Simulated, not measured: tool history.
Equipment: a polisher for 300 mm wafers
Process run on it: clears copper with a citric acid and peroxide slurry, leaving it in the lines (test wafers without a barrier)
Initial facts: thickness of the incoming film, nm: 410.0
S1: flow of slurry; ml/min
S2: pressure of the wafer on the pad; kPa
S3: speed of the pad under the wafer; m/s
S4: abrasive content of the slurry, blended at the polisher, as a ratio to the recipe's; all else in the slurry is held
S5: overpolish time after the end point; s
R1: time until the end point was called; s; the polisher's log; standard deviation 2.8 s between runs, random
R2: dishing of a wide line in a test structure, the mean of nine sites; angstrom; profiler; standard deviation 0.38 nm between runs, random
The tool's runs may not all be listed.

run  hour   S1    S2    S3   S4  S5      R1      R2
  1   0.0  155  27.6  0.98  1.0  29  141.59  452.17
  2   5.5  120  27.6  0.98  1.0  29  156.02  422.94
  3  12.6  120  25.5  0.98  1.0  26  166.73  374.13
  4  21.7  120  23.4  0.98  1.0  24  179.80  330.65
  5  30.0  120  22.1  0.98  1.0  23  187.74  309.13
  6  32.8  120  20.7  0.98  1.0  22  200.20  265.26
  7  35.2  120  19.3  0.98  1.0  22  215.72  270.53
  8  40.0  120  19.3  0.98  1.0  22  214.37  263.78
  9  48.8  120  12.4  0.96  1.0  13  335.77  112.21
 10  50.1  120  13.1  0.96  1.0  14  317.04  126.32

For run 11, what comes out?
 11  55.3  120  13.8  0.96  1.0  15   ?   ?

Run 11 produced R1 298.65 s, R2 142.68 angstrom.
